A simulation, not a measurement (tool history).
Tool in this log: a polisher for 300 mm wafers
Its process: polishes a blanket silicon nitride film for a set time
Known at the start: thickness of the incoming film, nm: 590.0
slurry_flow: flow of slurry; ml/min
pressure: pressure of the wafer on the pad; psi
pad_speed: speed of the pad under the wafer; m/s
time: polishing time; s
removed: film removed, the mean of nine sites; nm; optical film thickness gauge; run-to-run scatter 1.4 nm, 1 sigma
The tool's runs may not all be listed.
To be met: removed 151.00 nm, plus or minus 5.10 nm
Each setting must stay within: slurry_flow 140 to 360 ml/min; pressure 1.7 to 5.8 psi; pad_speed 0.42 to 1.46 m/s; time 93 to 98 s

Run 1, hour 0.0: slurry_flow 230 ml/min, pressure 3.7 psi, pad_speed 0.94 m/s, time 93 s. Result: removed 168.61 nm.
Run 2, hour 8.6: slurry_flow 230 ml/min, pressure 3.6 psi, pad_speed 0.94 m/s, time 93 s. Result: removed 167.27 nm.
Run 3, hour 17.1: slurry_flow 230 ml/min, pressure 3.6 psi, pad_speed 0.94 m/s, time 93 s. Result: removed 163.13 nm.
Run 4, hour 19.2: slurry_flow 230 ml/min, pressure 3.6 psi, pad_speed 0.94 m/s, time 98 s. Result: removed 174.30 nm.
Run 5, hour 28.3: slurry_flow 230 ml/min, pressure 3.6 psi, pad_speed 1.04 m/s, time 98 s. Result: removed 192.41 nm.
Run 6, hour 30.1: slurry_flow 230 ml/min, pressure 3.6 psi, pad_speed 1.04 m/s, time 98 s. Result: removed 188.37 nm.
Run 7, hour 34.7: slurry_flow 230 ml/min, pressure 3.4 psi, pad_speed 1.04 m/s, time 98 s. Result: removed 178.69 nm.
Run 8, hour 41.9: slurry_flow 230 ml/min, pressure 3.4 psi, pad_speed 1.04 m/s, time 98 s. Result: removed 180.38 nm.
Run 9, hour 45.2: slurry_flow 230 ml/min, pressure 3.4 psi, pad_speed 1.04 m/s, time 98 s. Result: removed 177.94 nm.
Run 10, hour 53.2: slurry_flow 230 ml/min, pressure 3.3 psi, pad_speed 1.04 m/s, time 98 s. Result: removed 175.36 nm.
Run 11, hour 57.5: slurry_flow 230 ml/min, pressure 3.2 psi, pad_speed 1.04 m/s, time 98 s. Result: removed 167.61 nm.
Run 12, hour 65.8: slurry_flow 230 ml/min, pressure 3.1 psi, pad_speed 1.04 m/s, time 98 s. Result: removed 164.36 nm.
Run 13, hour 74.0: slurry_flow 230 ml/min, pressure 3.0 psi, pad_speed 1.04 m/s, time 98 s. Result: removed 158.31 nm.

Which one of the following 4 next-run settings gets every result inside its allowed miss? There is exactly one.
Run A, hour 82.2: slurry_flow 220 ml/min, pressure 2.9 psi, pad_speed 0.94 m/s, time 98 s. Result: removed ?.
Run B, hour 82.2: slurry_flow 180 ml/min, pressure 3.1 psi, pad_speed 1.06 m/s, time 93 s. Result: removed ?.
Run C, hour 82.2: slurry_flow 210 ml/min, pressure 2.9 psi, pad_speed 1.02 m/s, time 93 s. Result: removed ?.
Run D, hour 82.2: slurry_flow 245 ml/min, pressure 3.2 psi, pad_speed 0.88 m/s, time 93 s. Result: removed ?.

move  removed
   A   142.34
   B   152.28
   C   142.96
   D   143.47
A: pushes the last run's worst result past its target
B: all results in spec
C: pushes the last run's worst result past its target
D: pushes the last run's worst result past its target
Answer: B
